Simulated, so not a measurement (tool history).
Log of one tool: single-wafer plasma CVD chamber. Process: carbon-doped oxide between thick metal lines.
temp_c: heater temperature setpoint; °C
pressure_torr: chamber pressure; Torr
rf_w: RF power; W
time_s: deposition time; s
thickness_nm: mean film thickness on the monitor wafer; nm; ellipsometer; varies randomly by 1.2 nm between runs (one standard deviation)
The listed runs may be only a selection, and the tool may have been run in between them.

{"run": 1, "hour": 0.0, "temp_c": 350, "pressure_torr": 3.83, "rf_w": 600, "time_s": 77.6, "thickness_nm": 435.24}
{"run": 2, "hour": 1.9, "temp_c": 349, "pressure_torr": 3.94, "rf_w": 640, "time_s": 78.1, "thickness_nm": 462.95}
{"run": 3, "hour": 4.9, "temp_c": 349, "pressure_torr": 3.94, "rf_w": 640, "time_s": 77.6, "thickness_nm": 460.3}
{"run": 4, "hour": 8.6, "temp_c": 348, "pressure_torr": 4.1, "rf_w": 665, "time_s": 77.8, "thickness_nm": 480.61}
{"run": 5, "hour": 13.0, "temp_c": 348, "pressure_torr": 3.64, "rf_w": 665, "time_s": 77.8, "thickness_nm": 472.3}
{"run": 6, "hour": 16.4, "temp_c": 348, "pressure_torr": 3.16, "rf_w": 665, "time_s": 77.8, "thickness_nm": 462.29}
{"run": 7, "hour": 18.9, "temp_c": 347, "pressure_torr": 3.32, "rf_w": 685, "time_s": 78, "thickness_nm": 479.68}
{"run": 8, "hour": 26.6, "temp_c": 346, "pressure_torr": 3.45, "rf_w": 700, "time_s": 78.1, "thickness_nm": 491.96}

The next listed run, before its measurement:
{"run": 9, "hour": 31.3, "temp_c": 345, "pressure_torr": 3.56, "rf_w": 710, "time_s": 78.2, "thickness_nm": "?"}

{"run 9": {"thickness_nm": 500.33}}

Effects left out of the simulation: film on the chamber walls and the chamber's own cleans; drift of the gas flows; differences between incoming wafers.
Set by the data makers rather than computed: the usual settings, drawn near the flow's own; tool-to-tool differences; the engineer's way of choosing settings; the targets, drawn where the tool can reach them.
